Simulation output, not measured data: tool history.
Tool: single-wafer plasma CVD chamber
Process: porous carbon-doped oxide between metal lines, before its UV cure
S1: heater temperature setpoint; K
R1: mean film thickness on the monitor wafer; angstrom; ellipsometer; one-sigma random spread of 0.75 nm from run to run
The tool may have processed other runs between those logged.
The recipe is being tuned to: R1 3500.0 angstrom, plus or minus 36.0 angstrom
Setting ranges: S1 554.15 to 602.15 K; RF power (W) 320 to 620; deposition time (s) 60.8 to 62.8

run 1 hour=0.0 | S1=578.15 RF_power_(W)=470 deposition_time_(s)=60.8 | R1=3124.9
run 2 hour=5.6 | S1=574.15 RF_power_(W)=470 deposition_time_(s)=60.8 | R1=3195.8
run 3 hour=8.7 | S1=574.15 RF_power_(W)=470 deposition_time_(s)=60.8 | R1=3196.7
run 4 hour=14.1 | S1=574.15 RF_power_(W)=525 deposition_time_(s)=60.8 | R1=3555.9
run 5 hour=16.0 | S1=575.15 RF_power_(W)=525 deposition_time_(s)=60.8 | R1=3526.3
run 6 hour=19.2 | S1=575.15 RF_power_(W)=490 deposition_time_(s)=60.8 | R1=3298.9
run 7 hour=24.9 | S1=572.15 RF_power_(W)=490 deposition_time_(s)=60.8 | R1=3387.2
run 8 hour=33.5 | S1=571.15 RF_power_(W)=490 deposition_time_(s)=60.8 | R1=3400.7
run 9 hour=39.8 | S1=565.15 RF_power_(W)=490 deposition_time_(s)=60.8 | R1=3550.2

Next run, 5 choices. One meets every target within its allowed miss, the rest don't. Which?
run A hour=46.1 | S1=563.15 RF_power_(W)=485 deposition_time_(s)=61.9 | R1=?
run B hour=46.1 | S1=558.15 RF_power_(W)=470 deposition_time_(s)=61.8 | R1=?
run C hour=46.1 | S1=558.15 RF_power_(W)=465 deposition_time_(s)=62.2 | R1=?
run D hour=46.1 | S1=568.15 RF_power_(W)=490 deposition_time_(s)=61.3 | R1=?
run E hour=46.1 | S1=565.15 RF_power_(W)=500 deposition_time_(s)=61.5 | R1=?

move=A R1=3637.6
move=B R1=3642.3
move=C R1=3621.9
move=D R1=3516.1
move=E R1=3669.3
A: the biggest miss grows against the last run
B: the biggest miss grows against the last run
C: the biggest miss grows against the last run
D: every result lands within tolerance
E: the biggest miss grows against the last run
The move that meets every target is D.

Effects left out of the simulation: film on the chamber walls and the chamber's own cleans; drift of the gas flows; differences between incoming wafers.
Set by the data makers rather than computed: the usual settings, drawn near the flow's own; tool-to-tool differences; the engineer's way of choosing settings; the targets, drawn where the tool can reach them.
